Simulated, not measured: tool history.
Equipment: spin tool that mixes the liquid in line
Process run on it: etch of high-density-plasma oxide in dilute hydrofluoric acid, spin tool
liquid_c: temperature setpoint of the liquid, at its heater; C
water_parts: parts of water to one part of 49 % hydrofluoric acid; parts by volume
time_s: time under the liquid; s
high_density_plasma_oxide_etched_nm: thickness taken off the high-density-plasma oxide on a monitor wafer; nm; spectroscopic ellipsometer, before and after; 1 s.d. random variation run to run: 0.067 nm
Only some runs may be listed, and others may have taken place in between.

run	day	liquid_c	water_parts	time_s	high_density_plasma_oxide_etched_nm
1	0.000	26.0	280	325	4.7746
2	0.371	28.5	260	325	5.7179
3	0.404	28.5	210	325	7.4019
4	0.662	28.5	165	325	10.0850
5	0.829	31.5	165	325	11.3220
6	1.050	28.5	165	325	10.0010
7	1.421	24.5	170	325	8.3550

Predict the results of run 8:
8	1.521	24.0	170	325	?

Run 8 measured high_density_plasma_oxide_etched_nm 8.2082 nm.

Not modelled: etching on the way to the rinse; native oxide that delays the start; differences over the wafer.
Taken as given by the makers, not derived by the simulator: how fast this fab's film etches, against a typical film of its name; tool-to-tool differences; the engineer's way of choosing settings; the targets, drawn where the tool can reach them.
